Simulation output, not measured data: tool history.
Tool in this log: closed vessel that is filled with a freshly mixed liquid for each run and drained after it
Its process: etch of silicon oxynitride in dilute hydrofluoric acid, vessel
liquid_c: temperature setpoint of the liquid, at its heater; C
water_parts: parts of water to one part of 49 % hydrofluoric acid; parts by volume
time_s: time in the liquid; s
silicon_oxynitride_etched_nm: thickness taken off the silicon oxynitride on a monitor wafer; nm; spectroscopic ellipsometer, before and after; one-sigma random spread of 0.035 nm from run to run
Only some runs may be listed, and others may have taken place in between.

{"run": 1, "hour": 0.0, "liquid_c": 21, "water_parts": 165, "time_s": 755, "silicon_oxynitride_etched_nm": 13.24}
{"run": 2, "hour": 3.1, "liquid_c": 21, "water_parts": 165, "time_s": 555, "silicon_oxynitride_etched_nm": 9.7448}
{"run": 3, "hour": 8.4, "liquid_c": 20.5, "water_parts": 165, "time_s": 555, "silicon_oxynitride_etched_nm": 9.4762}
{"run": 4, "hour": 11.0, "liquid_c": 20.5, "water_parts": 115, "time_s": 555, "silicon_oxynitride_etched_nm": 14.075}
{"run": 5, "hour": 19.1, "liquid_c": 19, "water_parts": 115, "time_s": 555, "silicon_oxynitride_etched_nm": 13.095}
{"run": 6, "hour": 27.6, "liquid_c": 18.5, "water_parts": 125, "time_s": 555, "silicon_oxynitride_etched_nm": 11.704}
{"run": 7, "hour": 29.4, "liquid_c": 18, "water_parts": 130, "time_s": 555, "silicon_oxynitride_etched_nm": 10.917}
{"run": 8, "hour": 35.4, "liquid_c": 17.5, "water_parts": 135, "time_s": 555, "silicon_oxynitride_etched_nm": 10.25}
{"run": 9, "hour": 41.9, "liquid_c": 17.5, "water_parts": 140, "time_s": 555, "silicon_oxynitride_etched_nm": 9.805}

Forecast run 10:
{"run": 10, "hour": 49.7, "liquid_c": 17, "water_parts": 145, "time_s": 555, "silicon_oxynitride_etched_nm": "?"}

silicon_oxynitride_etched_nm: 9.2559 nm
